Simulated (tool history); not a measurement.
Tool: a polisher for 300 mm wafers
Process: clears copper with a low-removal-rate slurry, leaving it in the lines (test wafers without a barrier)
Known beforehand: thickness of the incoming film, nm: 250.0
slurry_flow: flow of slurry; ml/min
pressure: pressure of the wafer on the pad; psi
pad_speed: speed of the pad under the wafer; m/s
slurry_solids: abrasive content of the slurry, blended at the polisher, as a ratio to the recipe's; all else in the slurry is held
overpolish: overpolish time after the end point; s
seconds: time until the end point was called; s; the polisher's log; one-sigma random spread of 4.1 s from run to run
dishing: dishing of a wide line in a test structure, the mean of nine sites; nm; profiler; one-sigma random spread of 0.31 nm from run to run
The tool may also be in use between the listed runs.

run 1 day=0 | slurry_flow=215 pressure=2.3 pad_speed=1.14 slurry_solids=1 overpolish=29 | seconds=100.99 dishing=44.205
run 2 day=0.125 | slurry_flow=260 pressure=2.3 pad_speed=1.14 slurry_solids=1 overpolish=29 | seconds=95.868 dishing=46.678
run 3 day=0.192 | slurry_flow=240 pressure=1.9 pad_speed=1.08 slurry_solids=1 overpolish=31 | seconds=127.14 dishing=38.713
run 4 day=0.504 | slurry_flow=240 pressure=1.9 pad_speed=1.08 slurry_solids=1 overpolish=43 | seconds=132.85 dishing=50.431
run 5 day=0.75 | slurry_flow=240 pressure=1.6 pad_speed=1.04 slurry_solids=1 overpolish=40 | seconds=153.2 dishing=40.197
run 6 day=0.8 | slurry_flow=240 pressure=1.6 pad_speed=1.04 slurry_solids=0.85 overpolish=40 | seconds=168.84 dishing=38.454
run 7 day=0.938 | slurry_flow=235 pressure=1.4 pad_speed=1.04 slurry_solids=0.85 overpolish=38 | seconds=191.73 dishing=32.257
run 8 day=1.192 | slurry_flow=235 pressure=1.4 pad_speed=1.04 slurry_solids=0.85 overpolish=38 | seconds=183.04 dishing=33.128
run 9 day=1.267 | slurry_flow=235 pressure=1.4 pad_speed=1.04 slurry_solids=0.85 overpolish=38 | seconds=190.83 dishing=33.431

What will run 10 give?
run 10 day=1.604 | slurry_flow=230 pressure=1.3 pad_speed=1.04 slurry_solids=0.85 overpolish=36 | seconds=? dishing=?

seconds: 203.92 s
dishing: 28.975 nm
